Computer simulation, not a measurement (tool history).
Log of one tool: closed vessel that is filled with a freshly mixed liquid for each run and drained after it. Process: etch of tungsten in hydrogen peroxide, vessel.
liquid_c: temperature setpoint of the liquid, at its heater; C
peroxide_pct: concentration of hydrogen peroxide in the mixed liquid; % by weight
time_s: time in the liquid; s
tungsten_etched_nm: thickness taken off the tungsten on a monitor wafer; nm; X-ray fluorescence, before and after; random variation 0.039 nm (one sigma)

run	day	liquid_c	peroxide_pct	time_s	tungsten_etched_nm
1	0	48	17	30	21.521
2	0.183	42.5	17	30	15.182
3	0.367	42.5	18.5	30	15.832
4	0.612	40.5	18.5	30	13.898
5	0.875	40.5	19.5	30	14.293
6	1.008	39	19.5	30	12.907

Forecast run 7:
7	1.196	38	19.5	30	?

{"run 7": {"tungsten_etched_nm": 12.142}}
